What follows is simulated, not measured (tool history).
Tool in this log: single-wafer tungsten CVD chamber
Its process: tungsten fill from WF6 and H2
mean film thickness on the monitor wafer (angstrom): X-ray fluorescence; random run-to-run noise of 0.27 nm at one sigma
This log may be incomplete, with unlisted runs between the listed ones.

run    day  heater temperature setpoint (deg C)  chamber pressure (mTorr)  deposition time (s)  mean film thickness on the monitor wafer (angstrom)
  1  0.000                                  385                     39100                 30.9                                               753.19
  2  0.350                                  389                     39200                 30.9                                               827.40
  3  0.508                                  389                     39200                 31.9                                               853.68
  4  0.671                                  389                     42800                 31.9                                               901.07
  5  0.712                                  389                     38600                 31.9                                               847.97
  6  0.850                                  389                     32600                 31.9                                               765.09
  7  0.967                                  401                     33000                 31.9                                               989.12

Forecast run 8:
  8  1.083                                  402                     33000                 31.9                                                    ?

mean film thickness on the monitor wafer (angstrom): 1018.10

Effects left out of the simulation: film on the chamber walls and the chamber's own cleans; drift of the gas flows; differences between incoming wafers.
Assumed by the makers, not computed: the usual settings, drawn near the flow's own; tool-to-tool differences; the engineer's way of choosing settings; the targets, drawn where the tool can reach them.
